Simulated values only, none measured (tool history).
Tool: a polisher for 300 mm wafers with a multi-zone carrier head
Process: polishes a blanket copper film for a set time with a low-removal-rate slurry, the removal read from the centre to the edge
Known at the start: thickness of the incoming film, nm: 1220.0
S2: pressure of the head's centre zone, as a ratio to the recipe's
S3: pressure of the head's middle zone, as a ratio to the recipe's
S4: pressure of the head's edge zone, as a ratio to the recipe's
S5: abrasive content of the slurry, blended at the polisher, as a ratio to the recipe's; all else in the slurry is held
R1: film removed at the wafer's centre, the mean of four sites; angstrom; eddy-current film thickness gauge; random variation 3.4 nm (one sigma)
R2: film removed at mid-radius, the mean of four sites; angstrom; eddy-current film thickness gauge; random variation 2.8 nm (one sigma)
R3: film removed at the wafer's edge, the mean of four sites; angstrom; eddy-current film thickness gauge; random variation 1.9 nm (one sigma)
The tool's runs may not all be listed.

Run 1, day 0.000: flow of slurry (ml/min) 280, S2 1.00, S3 1.00, S4 1.00, S5 1.00, polishing time (s) 76. Result: R1 2989.6 angstrom, R2 2959.0 angstrom, R3 2928.8 angstrom.
Run 2, day 0.175: flow of slurry (ml/min) 280, S2 1.00, S3 1.00, S4 1.00, S5 1.15, polishing time (s) 76. Result: R1 2972.5 angstrom, R2 3079.6 angstrom, R3 3051.2 angstrom.
Run 3, day 0.354: flow of slurry (ml/min) 280, S2 1.00, S3 1.00, S4 1.00, S5 1.25, polishing time (s) 76. Result: R1 3145.6 angstrom, R2 3137.4 angstrom, R3 3138.0 angstrom.
Run 4, day 0.383: flow of slurry (ml/min) 275, S2 0.98, S3 0.97, S4 1.00, S5 1.15, polishing time (s) 75. Result: R1 3007.3 angstrom, R2 2969.6 angstrom, R3 2973.8 angstrom.
Run 5, day 0.408: flow of slurry (ml/min) 275, S2 0.95, S3 0.94, S4 1.04, S5 1.10, polishing time (s) 73. Result: R1 2732.6 angstrom, R2 2811.7 angstrom, R3 2922.4 angstrom.
Run 6, day 0.533: flow of slurry (ml/min) 275, S2 0.89, S3 0.94, S4 1.04, S5 1.10, polishing time (s) 73. Result: R1 2627.2 angstrom, R2 2792.6 angstrom, R3 2946.1 angstrom.
Run 7, day 0.871: flow of slurry (ml/min) 270, S2 0.90, S3 0.92, S4 1.05, S5 1.05, polishing time (s) 72. Result: R1 2605.7 angstrom, R2 2643.3 angstrom, R3 2860.4 angstrom.
Run 8, day 1.008: flow of slurry (ml/min) 265, S2 0.89, S3 0.90, S4 1.05, S5 1.00, polishing time (s) 72. Result: R1 2462.6 angstrom, R2 2592.8 angstrom, R3 2830.3 angstrom.
Run 9, day 1.250: flow of slurry (ml/min) 260, S2 0.91, S3 0.88, S4 1.05, S5 0.95, polishing time (s) 72. Result: R1 2498.3 angstrom, R2 2522.1 angstrom, R3 2802.8 angstrom.

Forecast run 10:
Run 10, day 1.542: flow of slurry (ml/min) 255, S2 0.91, S3 0.87, S4 1.05, S5 0.90, polishing time (s) 72. Result: R1 ?, R2 ?, R3 ?.

R1: 2476.6 angstrom
R2: 2411.3 angstrom
R3: 2709.1 angstrom
